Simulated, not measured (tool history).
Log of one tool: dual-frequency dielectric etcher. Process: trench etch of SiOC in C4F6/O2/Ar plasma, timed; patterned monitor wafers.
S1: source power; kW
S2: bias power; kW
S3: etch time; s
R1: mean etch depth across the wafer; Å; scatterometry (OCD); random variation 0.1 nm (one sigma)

run	day	S1	S2	S3	R1
1	0.000	0.480	0.137	12.5	242.95
2	0.054	0.550	0.137	12.5	252.67
3	0.317	0.520	0.133	12.5	243.51
4	0.671	0.520	0.109	12.5	233.33
5	0.775	0.520	0.120	12.5	240.25
6	1.062	0.520	0.120	12.5	238.93
7	1.088	0.500	0.118	12.5	235.50
8	1.333	0.480	0.116	12.5	231.13

Run 9 comes next. What will it give?
9	1.412	0.470	0.114	12.5	?

{"run 9": {"R1": 228.51}}
